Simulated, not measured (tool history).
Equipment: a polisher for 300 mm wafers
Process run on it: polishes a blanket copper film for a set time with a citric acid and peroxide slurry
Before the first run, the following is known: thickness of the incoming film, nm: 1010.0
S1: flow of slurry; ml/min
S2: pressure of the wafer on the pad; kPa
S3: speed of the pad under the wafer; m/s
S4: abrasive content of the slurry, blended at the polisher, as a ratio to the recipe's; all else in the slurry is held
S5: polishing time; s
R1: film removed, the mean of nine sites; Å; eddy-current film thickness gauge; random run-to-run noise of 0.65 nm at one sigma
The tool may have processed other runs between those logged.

Run 1, hour 0: S1 195 ml/min, S2 19.3 kPa, S3 1.1 m/s, S4 1, S5 28 s. Result: R1 721.33 Å.
Run 2, hour 3: S1 240 ml/min, S2 19.3 kPa, S3 1.1 m/s, S4 1, S5 28 s. Result: R1 765.2 Å.
Run 3, hour 8.4: S1 230 ml/min, S2 17.9 kPa, S3 1.1 m/s, S4 1, S5 28 s. Result: R1 687.5 Å.
Run 4, hour 15.6: S1 205 ml/min, S2 17.9 kPa, S3 1.1 m/s, S4 1, S5 28 s. Result: R1 682.55 Å.
Run 5, hour 20.9: S1 205 ml/min, S2 17.9 kPa, S3 1.1 m/s, S4 1.2, S5 28 s. Result: R1 698.88 Å.
Run 6, hour 21.7: S1 200 ml/min, S2 16.5 kPa, S3 1.1 m/s, S4 1.2, S5 28 s. Result: R1 636.57 Å.
Run 7, hour 23.7: S1 195 ml/min, S2 15.9 kPa, S3 1.1 m/s, S4 1.2, S5 28 s. Result: R1 625.7 Å.
Run 8, hour 24.5: S1 195 ml/min, S2 15.2 kPa, S3 1.1 m/s, S4 1.2, S5 28 s. Result: R1 591.82 Å.
Run 9, hour 27.2: S1 190 ml/min, S2 14.5 kPa, S3 1.1 m/s, S4 1.2, S5 28 s. Result: R1 567.41 Å.

The next listed run, before its measurement:
Run 10, hour 29.2: S1 185 ml/min, S2 13.8 kPa, S3 1.1 m/s, S4 1.2, S5 28 s. Result: R1 ?.

Run 10 came out at R1 533.43 Å.
